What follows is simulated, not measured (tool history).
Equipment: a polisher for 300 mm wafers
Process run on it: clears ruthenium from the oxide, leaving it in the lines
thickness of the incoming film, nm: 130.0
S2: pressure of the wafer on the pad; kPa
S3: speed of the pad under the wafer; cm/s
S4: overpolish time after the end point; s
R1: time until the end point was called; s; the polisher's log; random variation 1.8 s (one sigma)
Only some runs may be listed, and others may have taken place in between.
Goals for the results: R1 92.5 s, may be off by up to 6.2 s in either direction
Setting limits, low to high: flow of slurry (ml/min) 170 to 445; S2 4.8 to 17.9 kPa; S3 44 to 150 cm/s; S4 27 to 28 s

run 1 hour=0 | flow_of_slurry_(ml/min)=285 S2=11 S3=96 S4=27 | R1=133.08
run 2 hour=4.9 | flow_of_slurry_(ml/min)=285 S2=13.8 S3=96 S4=27 | R1=109.49
run 3 hour=9.9 | flow_of_slurry_(ml/min)=285 S2=13.8 S3=96 S4=27 | R1=106.6
run 4 hour=17 | flow_of_slurry_(ml/min)=285 S2=13.8 S3=96 S4=27 | R1=106.61
run 5 hour=23.1 | flow_of_slurry_(ml/min)=285 S2=13.8 S3=84 S4=27 | R1=125.21
run 6 hour=30.6 | flow_of_slurry_(ml/min)=285 S2=13.8 S3=84 S4=28 | R1=117.08
run 7 hour=33.9 | flow_of_slurry_(ml/min)=285 S2=14.5 S3=86 S4=28 | R1=115.82
run 8 hour=37.3 | flow_of_slurry_(ml/min)=285 S2=15.2 S3=88 S4=28 | R1=107.03
run 9 hour=38.7 | flow_of_slurry_(ml/min)=285 S2=15.9 S3=88 S4=28 | R1=102.33

Which one of the following 4 next-run settings gets every result inside its allowed miss? There is exactly one.
run A hour=40.1 | flow_of_slurry_(ml/min)=300 S2=17.9 S3=102 S4=27 | R1=?
run B hour=40.1 | flow_of_slurry_(ml/min)=260 S2=17.9 S3=100 S4=28 | R1=?
run C hour=40.1 | flow_of_slurry_(ml/min)=305 S2=17.9 S3=104 S4=28 | R1=?
run D hour=40.1 | flow_of_slurry_(ml/min)=280 S2=17.2 S3=92 S4=28 | R1=?

move=A R1=79.29
move=B R1=81.843
move=C R1=77.699
move=D R1=91.617
A: takes the biggest miss from the last run beyond its target
B: takes the biggest miss from the last run beyond its target
C: takes the biggest miss from the last run beyond its target
D: meets every target
D is the move that brings every result within its allowed miss.
